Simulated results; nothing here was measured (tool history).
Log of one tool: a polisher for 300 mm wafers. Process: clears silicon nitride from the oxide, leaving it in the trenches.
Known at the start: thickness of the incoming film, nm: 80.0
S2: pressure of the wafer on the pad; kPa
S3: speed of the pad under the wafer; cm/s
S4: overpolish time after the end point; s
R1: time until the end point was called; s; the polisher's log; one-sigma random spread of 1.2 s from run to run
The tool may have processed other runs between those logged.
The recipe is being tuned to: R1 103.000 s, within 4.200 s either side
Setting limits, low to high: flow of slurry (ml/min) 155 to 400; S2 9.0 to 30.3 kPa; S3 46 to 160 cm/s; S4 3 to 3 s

{"run": 1, "hour": 0.0, "flow of slurry (ml/min)": 255, "S2": 19.3, "S3": 102, "S4": 3, "R1": 84.409}
{"run": 2, "hour": 5.5, "flow of slurry (ml/min)": 255, "S2": 19.3, "S3": 92, "S4": 3, "R1": 92.109}
{"run": 3, "hour": 14.4, "flow of slurry (ml/min)": 255, "S2": 19.3, "S3": 114, "S4": 3, "R1": 74.65}
{"run": 4, "hour": 15.7, "flow of slurry (ml/min)": 255, "S2": 17.2, "S3": 114, "S4": 3, "R1": 82.794}
{"hour": 18.5, "done": "slurry nozzle cleaned"}
{"run": 5, "hour": 18.5, "flow of slurry (ml/min)": 255, "S2": 17.2, "S3": 114, "S4": 3, "R1": 76.241}
{"run": 6, "hour": 19.6, "flow of slurry (ml/min)": 255, "S2": 17.2, "S3": 140, "S4": 3, "R1": 61.522}
{"run": 7, "hour": 27.9, "flow of slurry (ml/min)": 255, "S2": 14.5, "S3": 134, "S4": 3, "R1": 74.66}
{"run": 8, "hour": 35.3, "flow of slurry (ml/min)": 255, "S2": 12.4, "S3": 132, "S4": 3, "R1": 86.42}
{"run": 9, "hour": 40.1, "flow of slurry (ml/min)": 255, "S2": 11.7, "S3": 132, "S4": 3, "R1": 90.233}

Which single option among these 4 for the next run brings every result within its allowed miss of target? Just one does.
{"run": "A", "hour": 44.9, "flow of slurry (ml/min)": 265, "S2": 10.3, "S3": 112, "S4": 3, "R1": "?"}
{"run": "B", "hour": 44.9, "flow of slurry (ml/min)": 260, "S2": 12.4, "S3": 148, "S4": 3, "R1": "?"}
{"run": "C", "hour": 44.9, "flow of slurry (ml/min)": 260, "S2": 9.0, "S3": 142, "S4": 3, "R1": "?"}
{"run": "D", "hour": 44.9, "flow of slurry (ml/min)": 285, "S2": 9.0, "S3": 124, "S4": 3, "R1": "?"}

move=A R1=116.370
move=B R1=77.000
move=C R1=103.080
move=D R1=116.510
A: the result that was furthest off in the last run now lies on the other side of its target
B: further off than the last run
C: all results in spec
D: the result that was furthest off in the last run now lies on the other side of its target
Move C is the one to make.
